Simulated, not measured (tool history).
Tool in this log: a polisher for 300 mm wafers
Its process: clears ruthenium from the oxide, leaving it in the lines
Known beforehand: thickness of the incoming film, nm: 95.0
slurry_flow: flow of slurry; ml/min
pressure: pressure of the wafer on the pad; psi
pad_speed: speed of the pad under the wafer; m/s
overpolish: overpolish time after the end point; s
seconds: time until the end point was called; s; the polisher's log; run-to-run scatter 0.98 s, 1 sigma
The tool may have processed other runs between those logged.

run	hour	slurry_flow	pressure	pad_speed	overpolish	seconds
1	0	255	2.6	0.8	9	109.54
2	4.7	255	2.8	0.8	9	102.71
3	12.2	255	3.2	0.8	9	87.56
4	14.2	255	3.4	0.82	9	80.86
5	16	255	3.4	0.98	9	69.352
6	20.4	255	3.4	0.88	9	75.165

Forecast run 7:
7	24.6	255	3.4	0.88	9	?

{"run 7": {"seconds": 78.527}}
